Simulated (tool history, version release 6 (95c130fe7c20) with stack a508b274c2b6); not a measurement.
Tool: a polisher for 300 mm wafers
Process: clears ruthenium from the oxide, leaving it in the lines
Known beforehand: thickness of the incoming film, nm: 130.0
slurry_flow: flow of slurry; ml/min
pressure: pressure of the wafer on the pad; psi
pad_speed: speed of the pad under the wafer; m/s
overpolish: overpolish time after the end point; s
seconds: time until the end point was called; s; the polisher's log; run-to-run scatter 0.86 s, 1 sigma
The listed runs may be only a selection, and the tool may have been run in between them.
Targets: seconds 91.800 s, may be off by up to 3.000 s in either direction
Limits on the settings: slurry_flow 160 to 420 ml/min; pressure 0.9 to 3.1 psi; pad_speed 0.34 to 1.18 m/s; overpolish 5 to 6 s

run  hour  slurry_flow  pressure  pad_speed  overpolish  seconds
  1   0.0          270       2.0       0.76           6  132.510
  2   0.8          270       2.0       0.76           6  129.960
  3   6.4          270       2.1       0.76           6  123.970
  4  11.1          270       2.1       0.76           5  125.590
  5  15.3          270       2.2       0.76           5  116.040
  6  23.0          270       2.0       0.76           5  130.090
  7  26.6          270       2.1       0.76           5  124.650
  8  27.9          270       2.2       0.76           5  119.970
  9  30.1          270       2.3       0.76           5  113.640

Which of these 5 next moves meets every target?
  A  32.3          270       2.3       0.86           5        ?
  B  32.3          270       2.7       0.80           6        ?
  C  32.3          285       2.1       0.64           5        ?
  D  32.3          220       2.5       0.98           6        ?
  E  32.3          320       1.7       0.78           5        ?

move  seconds
   A  101.170
   B   92.485
   C  144.240
   D   83.899
   E  146.630
A: moves toward the targets from the last run without getting all of them in spec
B: all results land within tolerance of their targets
C: the biggest miss grows against the last run
D: the result that was furthest off in the last run now lies on the other side of its target
E: the biggest miss grows against the last run
Go with B: it meets all targets.

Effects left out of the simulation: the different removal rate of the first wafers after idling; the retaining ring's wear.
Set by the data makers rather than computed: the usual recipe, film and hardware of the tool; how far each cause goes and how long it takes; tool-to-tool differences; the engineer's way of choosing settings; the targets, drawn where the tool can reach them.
